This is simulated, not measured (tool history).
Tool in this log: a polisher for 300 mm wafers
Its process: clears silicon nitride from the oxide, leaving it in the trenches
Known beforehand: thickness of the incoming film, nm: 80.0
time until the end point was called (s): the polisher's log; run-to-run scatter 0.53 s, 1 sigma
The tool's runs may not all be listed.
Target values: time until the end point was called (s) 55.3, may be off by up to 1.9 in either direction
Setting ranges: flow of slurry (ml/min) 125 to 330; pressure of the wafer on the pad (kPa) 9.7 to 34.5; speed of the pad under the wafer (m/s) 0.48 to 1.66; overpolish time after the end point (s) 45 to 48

run,day,flow of slurry (ml/min),pressure of the wafer on the pad (kPa),speed of the pad under the wafer (m/s),overpolish time after the end point (s),time until the end point was called (s)
1,0,210,22.1,1.06,45,65.57
2,0.229,155,22.1,1.06,45,68.431
3,0.6,205,22.1,1.06,45,66.917
4,0.846,180,22.1,1.06,45,68.106
5,1.05,180,19.3,1.06,45,76.029
6,1.379,180,19.3,1.06,48,76.9
7,1.738,185,21.4,1.06,48,68.35
8,2.033,190,22.8,1.06,48,64.864
9,2.108,195,23.4,1.06,48,62.317
10,2.479,200,24.1,1.06,48,60.756
11,2.771,205,24.8,1.06,48,59.289
12,2.988,205,25.5,1.06,48,56.923
13,3.15,210,25.5,1.06,48,57.945

Next run, 4 choices. One meets every target within its allowed miss, the rest don't. Which?
A,3.312,220,26.2,0.96,45,?
B,3.312,290,24.8,0.94,48,?
C,3.312,155,21.4,1.48,48,?
D,3.312,175,25.5,1.02,46,?

move,time until the end point was called (s)
A,59.41
B,61.648
C,56.266
D,60.423
A: the biggest miss grows against the last run
B: the biggest miss grows against the last run
C: each result inside its tolerance
D: the biggest miss grows against the last run
So the answer is move C, the one that meets all the targets.
